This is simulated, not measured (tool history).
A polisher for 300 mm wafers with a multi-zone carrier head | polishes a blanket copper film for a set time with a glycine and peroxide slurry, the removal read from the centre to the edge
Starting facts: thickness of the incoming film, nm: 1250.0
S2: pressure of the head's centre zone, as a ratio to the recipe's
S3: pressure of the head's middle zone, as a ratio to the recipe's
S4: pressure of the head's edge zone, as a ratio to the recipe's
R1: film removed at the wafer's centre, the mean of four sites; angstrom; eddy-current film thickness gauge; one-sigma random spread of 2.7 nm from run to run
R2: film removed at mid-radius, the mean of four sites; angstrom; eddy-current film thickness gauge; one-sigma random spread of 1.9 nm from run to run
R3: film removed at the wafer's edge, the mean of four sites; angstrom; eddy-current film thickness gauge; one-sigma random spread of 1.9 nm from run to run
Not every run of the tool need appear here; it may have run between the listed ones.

{"run": 1, "hour": 0.0, "flow of slurry (ml/min)": 250, "S2": 1, "S3": 1, "S4": 1, "polishing time (s)": 46, "R1": 2331.6, "R2": 2604.4, "R3": 2595.9}
{"run": 2, "hour": 4.1, "flow of slurry (ml/min)": 250, "S2": 1, "S3": 1, "S4": 1, "polishing time (s)": 55, "R1": 2873.4, "R2": 3048.8, "R3": 3152.2}
{"run": 3, "hour": 12.2, "flow of slurry (ml/min)": 190, "S2": 1, "S3": 1, "S4": 1, "polishing time (s)": 55, "R1": 2621.6, "R2": 2930.7, "R3": 3031.8}
{"run": 4, "hour": 13.3, "flow of slurry (ml/min)": 195, "S2": 1, "S3": 1, "S4": 0.96, "polishing time (s)": 49, "R1": 2368.3, "R2": 2618.1, "R3": 2640.2}
{"run": 5, "hour": 19.3, "flow of slurry (ml/min)": 205, "S2": 0.99, "S3": 1.01, "S4": 0.93, "polishing time (s)": 45, "R1": 2175, "R2": 2484, "R3": 2376.7}
{"run": 6, "hour": 26.3, "flow of slurry (ml/min)": 205, "S2": 0.98, "S3": 1, "S4": 0.9, "polishing time (s)": 43, "R1": 2047, "R2": 2311.9, "R3": 2290}
{"run": 7, "hour": 31.9, "flow of slurry (ml/min)": 200, "S2": 0.99, "S3": 1.01, "S4": 0.88, "polishing time (s)": 41, "R1": 2009.7, "R2": 2207.3, "R3": 2129.9}
{"run": 8, "hour": 34.2, "flow of slurry (ml/min)": 190, "S2": 0.98, "S3": 1.02, "S4": 0.86, "polishing time (s)": 40, "R1": 1894.6, "R2": 2159, "R3": 2052.1}

Expected results for the next run?
{"run": 9, "hour": 41.7, "flow of slurry (ml/min)": 185, "S2": 0.98, "S3": 1.02, "S4": 0.85, "polishing time (s)": 40, "R1": "?", "R2": "?", "R3": "?"}

Run 9 measured R1 1870.5 angstrom, R2 2180.6 angstrom, R3 2002.5 angstrom.
